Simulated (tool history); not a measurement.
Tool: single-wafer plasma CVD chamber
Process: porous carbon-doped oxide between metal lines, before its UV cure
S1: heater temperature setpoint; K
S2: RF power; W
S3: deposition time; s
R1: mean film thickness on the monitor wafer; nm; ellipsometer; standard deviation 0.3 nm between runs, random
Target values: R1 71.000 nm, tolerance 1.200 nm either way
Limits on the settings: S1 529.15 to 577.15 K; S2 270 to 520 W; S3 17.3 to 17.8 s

run 1 hour=0.0 | S1=553.15 S2=395 S3=17.3 | R1=88.397
run 2 hour=6.8 | S1=553.15 S2=440 S3=17.3 | R1=96.553
run 3 hour=8.7 | S1=553.15 S2=440 S3=17.8 | R1=99.133
run 4 hour=11.2 | S1=557.15 S2=420 S3=17.8 | R1=92.914
run 5 hour=18.3 | S1=557.15 S2=465 S3=17.8 | R1=100.350
run 6 hour=20.1 | S1=552.15 S2=465 S3=17.8 | R1=104.130
run 7 hour=28.9 | S1=564.15 S2=400 S3=17.6 | R1=83.989
run 8 hour=31.3 | S1=564.15 S2=400 S3=17.6 | R1=84.177
run 9 hour=35.2 | S1=564.15 S2=400 S3=17.6 | R1=84.165
run 10 hour=37.1 | S1=566.15 S2=390 S3=17.6 | R1=81.923
run 11 hour=39.6 | S1=568.15 S2=380 S3=17.6 | R1=78.988
run 12 hour=41.8 | S1=570.15 S2=375 S3=17.6 | R1=77.709
run 13 hour=47.0 | S1=571.15 S2=370 S3=17.6 | R1=76.069
run 14 hour=49.7 | S1=571.15 S2=370 S3=17.6 | R1=75.904

4 candidate next runs follow, results not yet known. Just one meets every target within its allowed miss. Identify it.
run A hour=52.4 | S1=577.15 S2=345 S3=17.3 | R1=?
run B hour=52.4 | S1=568.15 S2=350 S3=17.8 | R1=?
run C hour=52.4 | S1=566.15 S2=335 S3=17.3 | R1=?
run D hour=52.4 | S1=570.15 S2=350 S3=17.7 | R1=?

move=A R1=68.117
move=B R1=74.799
move=C R1=71.139
move=D R1=73.474
A: moves the result that the last run missed by most past its target, out the other side
B: moves toward the targets from the last run without getting all of them in spec
C: all results in spec
D: moves toward the targets from the last run without getting all of them in spec
Answer: C

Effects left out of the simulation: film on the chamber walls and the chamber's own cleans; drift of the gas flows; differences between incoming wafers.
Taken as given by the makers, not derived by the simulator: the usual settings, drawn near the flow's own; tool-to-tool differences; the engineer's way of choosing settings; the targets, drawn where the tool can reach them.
